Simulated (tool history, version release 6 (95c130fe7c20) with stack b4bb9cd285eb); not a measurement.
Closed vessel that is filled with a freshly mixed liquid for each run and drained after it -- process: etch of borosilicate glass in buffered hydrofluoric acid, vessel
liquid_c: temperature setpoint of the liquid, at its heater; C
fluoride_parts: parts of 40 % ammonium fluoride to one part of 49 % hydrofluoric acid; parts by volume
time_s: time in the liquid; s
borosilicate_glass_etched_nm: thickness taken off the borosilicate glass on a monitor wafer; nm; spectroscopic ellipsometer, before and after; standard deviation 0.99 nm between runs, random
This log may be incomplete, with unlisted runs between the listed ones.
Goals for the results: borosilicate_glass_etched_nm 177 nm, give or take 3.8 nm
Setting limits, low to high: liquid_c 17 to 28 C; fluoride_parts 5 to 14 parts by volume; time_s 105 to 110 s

run	hour	liquid_c	fluoride_parts	time_s	borosilicate_glass_etched_nm
1	0	20	8.5	105	124.04
2	1.5	21.5	8.5	105	133.86
3	5.6	21.5	7	105	167.88
4	14	21.5	8	105	143.59
5	18	22.5	8	105	152.74
6	27.1	23	8	105	155.23
7	31.9	23.5	8	105	160.6
8	40.4	24	8	105	164.97
9	41.7	24.5	8	105	169.32

Exercise: of the 5 proposed moves below, exactly one satisfies all targets within the stated allowed misses. Which move is it?
A	43	24	7.5	105	?
B	43	23.5	7	105	?
C	43	26	8.5	105	?
D	43	23.5	8	110	?
E	43	24	7.5	110	?

move	borosilicate_glass_etched_nm
A	176.19
B	185.12
C	170.65
D	167.37
E	184.58
A: all results land within tolerance of their targets
B: takes the result that was furthest off past its target
C: closer than the last run, but not yet in spec
D: moves away from the targets compared with the last run
E: takes the result that was furthest off past its target
Answer: A
